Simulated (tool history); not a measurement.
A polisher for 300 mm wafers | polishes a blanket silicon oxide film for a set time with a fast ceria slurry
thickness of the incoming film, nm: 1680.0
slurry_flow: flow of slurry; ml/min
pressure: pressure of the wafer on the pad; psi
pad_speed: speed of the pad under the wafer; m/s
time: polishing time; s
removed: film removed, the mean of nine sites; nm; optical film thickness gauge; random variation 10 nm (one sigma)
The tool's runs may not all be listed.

run 1 hour=0.0 | slurry_flow=220 pressure=2.7 pad_speed=1.24 time=40 | removed=634.45
run 2 hour=3.3 | slurry_flow=220 pressure=2.8 pad_speed=1.24 time=40 | removed=649.84
run 3 hour=11.0 | slurry_flow=220 pressure=2.8 pad_speed=1.24 time=40 | removed=656.78
run 4 hour=15.6 | slurry_flow=220 pressure=3.2 pad_speed=1.24 time=40 | removed=745.34
run 5 hour=21.1 | slurry_flow=190 pressure=3.2 pad_speed=1.24 time=40 | removed=713.60
run 6 hour=29.5 | slurry_flow=220 pressure=3.2 pad_speed=1.24 time=40 | removed=751.86

The next listed run, before its measurement:
run 7 hour=37.3 | slurry_flow=225 pressure=3.2 pad_speed=1.24 time=40 | removed=?

removed: 754.24 nm
